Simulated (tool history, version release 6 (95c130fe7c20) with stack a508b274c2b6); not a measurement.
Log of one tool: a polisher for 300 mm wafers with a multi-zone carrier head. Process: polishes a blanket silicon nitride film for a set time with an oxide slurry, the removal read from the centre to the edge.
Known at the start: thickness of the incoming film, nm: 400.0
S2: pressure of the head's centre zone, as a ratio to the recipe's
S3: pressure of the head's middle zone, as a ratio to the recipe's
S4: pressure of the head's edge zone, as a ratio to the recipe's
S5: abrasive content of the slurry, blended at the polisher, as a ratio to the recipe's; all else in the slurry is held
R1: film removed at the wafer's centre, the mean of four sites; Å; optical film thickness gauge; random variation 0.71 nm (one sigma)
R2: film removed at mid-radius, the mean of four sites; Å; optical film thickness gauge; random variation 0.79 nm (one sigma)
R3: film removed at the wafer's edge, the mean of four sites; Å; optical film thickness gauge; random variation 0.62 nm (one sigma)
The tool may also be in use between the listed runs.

Run 1, hour 0: flow of slurry (ml/min) 255, S2 1, S3 1, S4 1, S5 1, polishing time (s) 71. Result: R1 638.78 Å, R2 641.9 Å, R3 651.3 Å.
Run 2, hour 0.5: flow of slurry (ml/min) 200, S2 1, S3 1, S4 1, S5 1, polishing time (s) 71. Result: R1 616.3 Å, R2 610.59 Å, R3 622.65 Å.
Run 3, hour 4.3: flow of slurry (ml/min) 200, S2 1, S3 1.05, S4 1, S5 1, polishing time (s) 71. Result: R1 613.22 Å, R2 635.09 Å, R3 640.11 Å.
Run 4, hour 7.5: flow of slurry (ml/min) 195, S2 1, S3 1.02, S4 0.99, S5 0.95, polishing time (s) 71. Result: R1 594.69 Å, R2 605.54 Å, R3 609.22 Å.
Run 5, hour 16.3: flow of slurry (ml/min) 190, S2 1, S3 1, S4 0.98, S5 0.95, polishing time (s) 71. Result: R1 595.37 Å, R2 596.82 Å, R3 616.54 Å.
Run 6, hour 16.8: flow of slurry (ml/min) 195, S2 1.02, S3 1, S4 0.98, S5 0.9, polishing time (s) 70. Result: R1 577.99 Å, R2 595.47 Å, R3 593.55 Å.
Run 7, hour 21.8: flow of slurry (ml/min) 190, S2 1.03, S3 0.97, S4 0.97, S5 0.9, polishing time (s) 69. Result: R1 591.58 Å, R2 555.04 Å, R3 577.75 Å.

Forecast run 8:
Run 8, hour 29.4: flow of slurry (ml/min) 190, S2 1.03, S3 0.97, S4 0.96, S5 0.9, polishing time (s) 69. Result: R1 ?, R2 ?, R3 ?.

Run 8 gave R1 597.43 Å, R2 541.39 Å, R3 585.57 Å.
